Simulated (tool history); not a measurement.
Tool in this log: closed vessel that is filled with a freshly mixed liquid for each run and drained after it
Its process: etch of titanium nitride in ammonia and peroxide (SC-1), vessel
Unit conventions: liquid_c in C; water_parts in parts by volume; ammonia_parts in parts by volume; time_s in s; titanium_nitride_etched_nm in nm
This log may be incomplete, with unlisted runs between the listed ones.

run	day	liquid_c	water_parts	ammonia_parts	time_s	titanium_nitride_etched_nm
1	0.000	50.0	13.5	0.75	40	2.3817
2	0.371	56.0	13.5	0.75	40	3.5660
3	0.512	54.0	13.5	0.75	40	3.2098
4	0.829	52.5	13.5	0.75	40	2.9018
5	1.129	52.5	13.5	0.95	40	2.9437
6	1.275	58.5	13.5	0.95	40	4.5044
7	1.608	56.0	13.5	0.95	40	3.7635
8	1.808	54.0	13.5	0.95	40	3.3551
9	2.025	46.0	16.5	0.95	40	1.6896
10	2.317	45.5	16.5	0.95	40	1.6454

Forecast run 11:
11	2.433	45.0	16.5	0.95	40	?

{"run 11": {"titanium_nitride_etched_nm": 1.6115}}

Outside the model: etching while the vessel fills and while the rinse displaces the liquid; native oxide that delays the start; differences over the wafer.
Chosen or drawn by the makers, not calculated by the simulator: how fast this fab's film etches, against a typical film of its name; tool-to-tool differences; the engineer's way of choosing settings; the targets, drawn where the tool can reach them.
